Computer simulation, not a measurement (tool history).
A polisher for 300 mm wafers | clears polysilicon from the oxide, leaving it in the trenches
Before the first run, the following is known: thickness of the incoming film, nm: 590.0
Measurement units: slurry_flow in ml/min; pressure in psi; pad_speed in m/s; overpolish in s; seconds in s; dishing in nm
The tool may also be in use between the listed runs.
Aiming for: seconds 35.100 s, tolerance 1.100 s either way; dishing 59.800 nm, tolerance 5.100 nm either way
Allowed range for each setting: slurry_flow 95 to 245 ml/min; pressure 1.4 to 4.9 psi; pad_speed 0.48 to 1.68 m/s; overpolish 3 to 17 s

run	hour	slurry_flow	pressure	pad_speed	overpolish	seconds	dishing
1	0.0	155	3.1	1.08	9	39.241	54.341
2	1.2	165	3.2	1.08	10	38.334	57.049
3	6.6	165	3.3	1.08	10	38.406	56.400
4	7.4	135	3.3	1.08	10	38.634	55.560
5	8.1	135	3.3	0.90	10	46.475	56.823
6	13.0	135	3.3	0.90	8	46.283	51.064
7	14.7	145	3.6	0.90	9	43.407	52.762
8	16.0	145	3.9	0.90	10	40.801	54.598
9	22.8	145	4.1	0.90	11	39.447	59.415
10	25.3	145	4.2	0.90	11	39.178	58.940
11	27.6	180	4.5	0.90	11	36.587	56.849

Exercise: of the 5 proposed moves below, exactly one satisfies all targets within the stated allowed misses. Which move is it?
A	29.9	180	4.2	0.98	6	?	?
B	29.9	200	4.9	0.80	14	?	?
C	29.9	155	4.6	0.84	12	?	?
D	29.9	190	4.4	0.96	12	?	?
E	29.9	190	4.7	0.84	6	?	?

move	seconds	dishing
A	35.648	49.416
B	38.510	58.112
C	39.566	56.990
D	35.019	57.801
E	38.054	48.226
A: gets the furthest-off result to its target, but another result is out of tolerance
B: further off than the last run
C: further off than the last run
D: meets every target
E: further off than the last run
The move that meets every target is D.
